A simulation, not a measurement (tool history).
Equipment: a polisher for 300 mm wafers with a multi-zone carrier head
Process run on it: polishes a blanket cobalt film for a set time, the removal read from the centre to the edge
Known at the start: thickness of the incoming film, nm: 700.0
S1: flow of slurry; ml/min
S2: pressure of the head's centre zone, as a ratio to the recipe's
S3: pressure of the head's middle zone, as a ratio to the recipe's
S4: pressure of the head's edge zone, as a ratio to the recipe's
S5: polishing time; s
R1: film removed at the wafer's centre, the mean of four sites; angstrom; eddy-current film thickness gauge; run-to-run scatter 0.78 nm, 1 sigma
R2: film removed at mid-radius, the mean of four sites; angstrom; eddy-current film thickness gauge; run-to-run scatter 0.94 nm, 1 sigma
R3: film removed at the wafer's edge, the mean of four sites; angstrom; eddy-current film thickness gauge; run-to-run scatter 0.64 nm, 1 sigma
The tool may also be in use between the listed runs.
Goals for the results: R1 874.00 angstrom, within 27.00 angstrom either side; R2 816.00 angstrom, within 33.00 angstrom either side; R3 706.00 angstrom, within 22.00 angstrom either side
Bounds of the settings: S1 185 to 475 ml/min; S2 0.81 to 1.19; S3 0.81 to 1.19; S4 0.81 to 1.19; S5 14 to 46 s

| run | hour | S1 | S2 | S3 | S4 | S5 | R1 | R2 | R3 |
|---|---|---|---|---|---|---|---|---|---|
| 1 | 0.0 | 305 | 1.00 | 1.00 | 1.00 | 30 | 858.52 | 848.17 | 868.29 |
| 2 | 4.1 | 270 | 1.00 | 1.00 | 1.00 | 30 | 853.44 | 851.20 | 849.72 |
| 3 | 10.7 | 270 | 1.00 | 1.00 | 1.00 | 24 | 675.89 | 684.71 | 691.01 |
| 4 | 16.1 | 270 | 1.00 | 1.00 | 0.93 | 24 | 683.70 | 679.37 | 650.02 |
| 5 | 19.9 | 270 | 1.00 | 1.00 | 0.90 | 24 | 681.10 | 681.49 | 657.19 |
| 6 | 28.2 | 275 | 1.02 | 1.02 | 0.90 | 24 | 711.52 | 693.57 | 655.01 |
| 7 | 35.3 | 285 | 1.03 | 1.04 | 0.90 | 24 | 712.59 | 700.53 | 663.94 |
| 8 | 38.3 | 290 | 1.13 | 1.14 | 0.81 | 27 | 866.58 | 859.86 | 710.78 |
| 9 | 42.1 | 290 | 1.13 | 1.13 | 0.81 | 27 | 866.13 | 863.00 | 696.32 |
| 10 | 50.2 | 290 | 1.13 | 1.13 | 0.81 | 27 | 885.17 | 855.02 | 695.90 |

4 candidate next runs follow, results not yet known. Just one meets every target within its allowed miss. Identify it.
| A | 58.3 | 385 | 1.19 | 1.07 | 0.84 | 26 | ? | ? | ? |
| B | 58.3 | 270 | 1.19 | 1.14 | 0.81 | 26 | ? | ? | ? |
| C | 58.3 | 245 | 1.15 | 1.09 | 0.82 | 27 | ? | ? | ? |
| D | 58.3 | 300 | 1.06 | 1.16 | 0.83 | 28 | ? | ? | ? |

| move | R1 | R2 | R3 |
|---|---|---|---|
| A | 919.61 | 800.53 | 687.65 |
| B | 889.57 | 819.76 | 660.42 |
| C | 882.30 | 811.18 | 684.70 |
| D | 862.32 | 905.76 | 724.21 |
A: gets the furthest-off result to its target, but another result is out of tolerance
B: gets the furthest-off result to its target, but another result is out of tolerance
C: every result lands within tolerance
D: moves away from the targets compared with the last run
C is the move that brings every result within its allowed miss.
